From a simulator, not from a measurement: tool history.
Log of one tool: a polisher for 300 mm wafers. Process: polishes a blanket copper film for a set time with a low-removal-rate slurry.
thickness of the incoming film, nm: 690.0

run	hour	flow of slurry (ml/min)	pressure of the wafer on the pad (kPa)	speed of the pad under the wafer (m/s)	abrasive content of the slurry	polishing time (s)	film removed (nm)
1	0	300	13.8	1.26	1	59	127.02
2	2.7	300	15.2	1.26	1	59	140.81
3	6.5	300	15.2	1.26	1	59	139.43
4	7.3	300	15.2	1.26	1	59	138.71
5	8.2	300	15.9	1.26	1	59	145.12
6	12.9	300	15.9	1.26	1	59	145.14
7	17.4	300	15.9	1.26	1	59	145.89
8	23.3	300	16.5	1.26	1	59	150.4
9	29.2	300	17.2	1.26	1	59	156.87
10	30.5	300	17.9	1.26	1	59	160.03
11	35.9	300	18.6	1.28	1	59	171.16

Forecast run 12:
12	37.1	310	21.4	1.28	1	59	?

film removed (nm): 189.68
